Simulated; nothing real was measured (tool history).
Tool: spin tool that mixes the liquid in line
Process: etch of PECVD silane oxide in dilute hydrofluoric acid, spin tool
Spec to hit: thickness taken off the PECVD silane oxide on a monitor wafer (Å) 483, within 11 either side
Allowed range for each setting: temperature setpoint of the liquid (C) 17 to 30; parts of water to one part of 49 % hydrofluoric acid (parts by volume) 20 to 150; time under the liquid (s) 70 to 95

run    day  temperature setpoint of the liquid (C)  parts of water to one part of 49 % hydrofluoric acid (parts by volume)  time under the liquid (s)  thickness taken off the PECVD silane oxide on a monitor wafer (Å)
  1      0                                      22                                                                      85                         95                                                              230.7
  2  0.079                                      22                                                                     110                         95                                                             174.73
  3  0.154                                      22                                                                     130                         95                                                             144.16
  4  0.504                                      22                                                                     130                         95                                                             143.49
  5  0.525                                      22                                                                     110                         95                                                             174.47
  6  0.583                                      22                                                                      85                         95                                                             232.77
  7  0.704                                    24.5                                                                      75                         95                                                             292.99
  8  1.079                                    28.5                                                                      50                         95                                                             533.89
  9   1.45                                    26.5                                                                      50                         95                                                             495.48

Exercise: of the 4 proposed moves below, exactly one satisfies all targets within the stated allowed misses. Which move is it?
  A  1.821                                    27.5                                                                      50                         95                                                                  ?
  B  1.821                                      30                                                                      55                         90                                                                  ?
  C  1.821                                      25                                                                      45                         95                                                                  ?
  D  1.821                                      27                                                                      50                         95                                                                  ?

move  thickness taken off the PECVD silane oxide on a monitor wafer (Å)
   A                                                             514.51
   B                                                             485.54
   C                                                             520.25
   D                                                             504.29
A: moves away from the targets compared with the last run
B: all results in spec
C: moves away from the targets compared with the last run
D: moves away from the targets compared with the last run
Move B is the one to make.
